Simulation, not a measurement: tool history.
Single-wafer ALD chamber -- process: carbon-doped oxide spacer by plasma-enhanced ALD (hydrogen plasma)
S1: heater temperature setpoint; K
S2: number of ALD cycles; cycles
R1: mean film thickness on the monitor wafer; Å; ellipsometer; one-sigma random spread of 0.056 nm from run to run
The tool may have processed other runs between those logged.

| run | day | S1 | S2 | R1 |
|---|---|---|---|---|
| 1 | 0.000 | 683.15 | 448 | 213.79 |
| 2 | 0.296 | 683.15 | 505 | 240.21 |
| 3 | 0.638 | 683.15 | 445 | 211.32 |
| 4 | 0.771 | 688.15 | 436 | 204.14 |
| 5 | 0.817 | 688.15 | 475 | 221.64 |
| 6 | 0.942 | 688.15 | 437 | 205.34 |
| 7 | 1.283 | 692.15 | 430 | 199.43 |

Run 8 has not been measured yet. What should we expect?
| 8 | 1.421 | 695.15 | 427 | ? |

{"run 8": {"R1": 195.58}}

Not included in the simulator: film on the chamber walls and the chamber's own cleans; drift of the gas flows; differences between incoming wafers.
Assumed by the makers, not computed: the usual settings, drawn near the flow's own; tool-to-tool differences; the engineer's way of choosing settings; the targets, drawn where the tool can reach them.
